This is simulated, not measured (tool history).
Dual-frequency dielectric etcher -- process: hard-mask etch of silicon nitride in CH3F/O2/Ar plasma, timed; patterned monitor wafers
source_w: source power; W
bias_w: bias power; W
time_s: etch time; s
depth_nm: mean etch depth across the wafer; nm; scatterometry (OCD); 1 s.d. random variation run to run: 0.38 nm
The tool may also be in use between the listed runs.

{"run": 1, "day": 0.0, "source_w": 390, "bias_w": 56, "time_s": 121.0, "depth_nm": 82.719}
{"run": 2, "day": 0.096, "source_w": 450, "bias_w": 56, "time_s": 121.0, "depth_nm": 87.366}
{"run": 3, "day": 0.421, "source_w": 500, "bias_w": 56, "time_s": 121.0, "depth_nm": 91.932}
{"run": 4, "day": 0.775, "source_w": 540, "bias_w": 56, "time_s": 121.0, "depth_nm": 94.207}
{"run": 5, "day": 0.808, "source_w": 550, "bias_w": 56, "time_s": 121.0, "depth_nm": 94.402}
{"run": 6, "day": 1.096, "source_w": 530, "bias_w": 55, "time_s": 121.0, "depth_nm": 93.952}
{"run": 7, "day": 1.2, "source_w": 530, "bias_w": 55, "time_s": 121.0, "depth_nm": 93.907}

Predict the results of run 8:
{"run": 8, "day": 1.371, "source_w": 510, "bias_w": 54, "time_s": 121.0, "depth_nm": "?"}

depth_nm: 91.000 nm
